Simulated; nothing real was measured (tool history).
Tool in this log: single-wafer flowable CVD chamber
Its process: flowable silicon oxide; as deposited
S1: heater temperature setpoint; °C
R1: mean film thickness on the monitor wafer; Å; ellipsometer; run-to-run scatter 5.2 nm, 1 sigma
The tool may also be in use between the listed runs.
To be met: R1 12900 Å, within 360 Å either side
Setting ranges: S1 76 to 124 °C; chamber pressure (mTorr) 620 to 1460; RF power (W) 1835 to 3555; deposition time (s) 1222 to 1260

run 1 hour=0 | S1=100 chamber_pressure_(mTorr)=1040 RF_power_(W)=2695 deposition_time_(s)=1222 | R1=10579
run 2 hour=6.3 | S1=99 chamber_pressure_(mTorr)=1040 RF_power_(W)=2695 deposition_time_(s)=1222 | R1=10905
run 3 hour=9.8 | S1=99 chamber_pressure_(mTorr)=1040 RF_power_(W)=2695 deposition_time_(s)=1222 | R1=10998
run 4 hour=14.6 | S1=98 chamber_pressure_(mTorr)=1040 RF_power_(W)=2695 deposition_time_(s)=1222 | R1=11295
run 5 hour=22.4 | S1=98 chamber_pressure_(mTorr)=1150 RF_power_(W)=2695 deposition_time_(s)=1222 | R1=12392
run 6 hour=29.6 | S1=98 chamber_pressure_(mTorr)=1040 RF_power_(W)=2695 deposition_time_(s)=1222 | R1=11323
run 7 hour=32.2 | S1=97 chamber_pressure_(mTorr)=1040 RF_power_(W)=2695 deposition_time_(s)=1222 | R1=11672
run 8 hour=40.3 | S1=96 chamber_pressure_(mTorr)=1040 RF_power_(W)=2695 deposition_time_(s)=1222 | R1=12011
run 9 hour=41.9 | S1=95 chamber_pressure_(mTorr)=1040 RF_power_(W)=2695 deposition_time_(s)=1222 | R1=12484

4 next moves are on the table. One of them brings every result within its allowed miss. Which?
run A hour=43.5 | S1=93 chamber_pressure_(mTorr)=1080 RF_power_(W)=2375 deposition_time_(s)=1245 | R1=?
run B hour=43.5 | S1=96 chamber_pressure_(mTorr)=1180 RF_power_(W)=2390 deposition_time_(s)=1238 | R1=?
run C hour=43.5 | S1=89 chamber_pressure_(mTorr)=900 RF_power_(W)=3275 deposition_time_(s)=1258 | R1=?
run D hour=43.5 | S1=95 chamber_pressure_(mTorr)=1040 RF_power_(W)=3340 deposition_time_(s)=1258 | R1=?

move=A R1=13878
move=B R1=13555
move=C R1=13767
move=D R1=13035
A: takes the result that was furthest off past its target
B: takes the result that was furthest off past its target
C: takes the result that was furthest off past its target
D: all results land within tolerance of their targets
Go with D: it meets all targets.
